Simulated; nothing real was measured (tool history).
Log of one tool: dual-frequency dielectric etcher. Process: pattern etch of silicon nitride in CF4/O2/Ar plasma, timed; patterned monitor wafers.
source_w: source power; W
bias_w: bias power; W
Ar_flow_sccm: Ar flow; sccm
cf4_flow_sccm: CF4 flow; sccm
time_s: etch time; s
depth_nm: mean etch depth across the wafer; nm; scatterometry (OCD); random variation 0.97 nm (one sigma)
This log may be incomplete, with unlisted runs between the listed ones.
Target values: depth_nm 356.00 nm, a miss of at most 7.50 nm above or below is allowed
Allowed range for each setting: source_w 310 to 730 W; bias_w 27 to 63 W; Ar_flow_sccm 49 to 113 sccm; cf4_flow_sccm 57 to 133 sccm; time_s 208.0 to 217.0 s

run,hour,source_w,bias_w,Ar_flow_sccm,cf4_flow_sccm,time_s,depth_nm
1,0.0,520,45,81,95,208.0,415.88
2,1.8,520,45,89,95,208.0,410.15
3,5.4,560,45,89,95,208.0,438.20
4,13.5,560,45,103,95,208.0,426.94
5,15.6,530,45,103,95,208.0,406.12
6,24.6,510,45,103,95,208.0,390.92
7,28.9,490,45,103,95,208.0,375.98
8,37.6,480,45,103,95,208.0,368.67

Next run, 5 choices. One meets every target within its allowed miss, the rest don't. Which?
A,46.3,490,42,109,98,212.5,?
B,46.3,460,46,105,101,208.0,?
C,46.3,460,51,112,117,211.0,?
D,46.3,510,38,86,76,212.0,?
E,46.3,510,49,102,87,209.5,?

move,depth_nm
A,372.55
B,359.10
C,380.89
D,377.74
E,402.29
A: further off than the last run
B: each result inside its tolerance
C: further off than the last run
D: further off than the last run
E: further off than the last run
Go with B: it meets all targets.
